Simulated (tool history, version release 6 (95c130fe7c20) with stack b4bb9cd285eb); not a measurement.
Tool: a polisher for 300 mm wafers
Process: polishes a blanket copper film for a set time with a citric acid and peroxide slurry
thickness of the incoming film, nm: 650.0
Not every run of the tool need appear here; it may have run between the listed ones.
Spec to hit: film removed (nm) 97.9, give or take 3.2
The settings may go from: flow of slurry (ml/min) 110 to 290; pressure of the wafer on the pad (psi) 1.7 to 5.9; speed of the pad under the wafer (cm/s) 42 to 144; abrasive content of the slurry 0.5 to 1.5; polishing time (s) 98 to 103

| run | hour | flow of slurry (ml/min) | pressure of the wafer on the pad (psi) | speed of the pad under the wafer (cm/s) | abrasive content of the slurry | polishing time (s) | film removed (nm) |
|---|---|---|---|---|---|---|---|
| 1 | 0 | 185 | 3.8 | 92 | 1 | 98 | 225.19 |
| 2 | 5.3 | 185 | 3.5 | 88 | 1 | 98 | 199.99 |
| 3 | 13.9 | 185 | 3.2 | 84 | 1 | 98 | 175.68 |
| 4 | 20.1 | 185 | 3.7 | 84 | 1 | 98 | 201.39 |
| 5 | 24.8 | 185 | 3.4 | 82 | 1 | 98 | 178.31 |
| 6 | 32.1 | 185 | 3.1 | 80 | 1 | 98 | 163.57 |
| 7 | 33.6 | 185 | 2.9 | 78 | 1 | 98 | 149.3 |
| 8 | 36.3 | 185 | 2.7 | 76 | 1 | 98 | 133.67 |
| 9 | 37.6 | 185 | 2.5 | 76 | 1 | 98 | 125.93 |
| 10 | 44.9 | 185 | 2.4 | 76 | 1 | 98 | 122.64 |
| 11 | 45.9 | 185 | 2.3 | 76 | 1 | 98 | 114.21 |
| 12 | 51.6 | 185 | 2.2 | 76 | 1 | 98 | 110.47 |
| 13 | 58.2 | 180 | 2 | 76 | 1 | 98 | 101.23 |

Which one of the following 5 next-run settings gets every result inside its allowed miss? There is exactly one.
| A | 64.8 | 165 | 1.8 | 74 | 1 | 98 | ? |
| B | 64.8 | 160 | 2.3 | 60 | 1.05 | 103 | ? |
| C | 64.8 | 175 | 1.9 | 66 | 1 | 103 | ? |
| D | 64.8 | 195 | 2.8 | 58 | 0.8 | 103 | ? |
| E | 64.8 | 220 | 2 | 66 | 0.8 | 101 | ? |

| move | film removed (nm) |
|---|---|
| A | 87.308 |
| B | 95.573 |
| C | 87.411 |
| D | 106.29 |
| E | 87.065 |
A: pushes the last run's worst result past its target
B: every result lands within tolerance
C: pushes the last run's worst result past its target
D: its largest miss is bigger than the last run's
E: pushes the last run's worst result past its target
Answer: B

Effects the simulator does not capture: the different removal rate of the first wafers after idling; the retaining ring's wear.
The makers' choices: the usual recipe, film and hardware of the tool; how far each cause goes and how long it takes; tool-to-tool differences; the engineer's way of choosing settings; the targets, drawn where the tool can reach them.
